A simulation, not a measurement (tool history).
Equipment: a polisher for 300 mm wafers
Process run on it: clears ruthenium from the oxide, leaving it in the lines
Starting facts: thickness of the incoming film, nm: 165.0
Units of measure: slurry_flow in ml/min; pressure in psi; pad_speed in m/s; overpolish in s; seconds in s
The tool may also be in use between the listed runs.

run 1 hour=0.0 | slurry_flow=195 pressure=2.7 pad_speed=0.84 overpolish=12 | seconds=156.97
run 2 hour=3.2 | slurry_flow=195 pressure=2.8 pad_speed=0.84 overpolish=12 | seconds=152.78
run 3 hour=8.1 | slurry_flow=195 pressure=2.9 pad_speed=0.84 overpolish=12 | seconds=145.78
run 4 hour=11.8 | slurry_flow=195 pressure=2.9 pad_speed=0.84 overpolish=9 | seconds=150.71
run 5 hour=13.5 | slurry_flow=195 pressure=3.0 pad_speed=0.84 overpolish=9 | seconds=142.85
run 6 hour=15.9 | slurry_flow=170 pressure=3.0 pad_speed=0.84 overpolish=9 | seconds=145.06
run 7 hour=22.7 | slurry_flow=170 pressure=3.1 pad_speed=0.84 overpolish=9 | seconds=143.91

Run 8 is up next; what results do you expect?
run 8 hour=25.4 | slurry_flow=170 pressure=3.2 pad_speed=0.84 overpolish=9 | seconds=?

seconds: 131.56 s

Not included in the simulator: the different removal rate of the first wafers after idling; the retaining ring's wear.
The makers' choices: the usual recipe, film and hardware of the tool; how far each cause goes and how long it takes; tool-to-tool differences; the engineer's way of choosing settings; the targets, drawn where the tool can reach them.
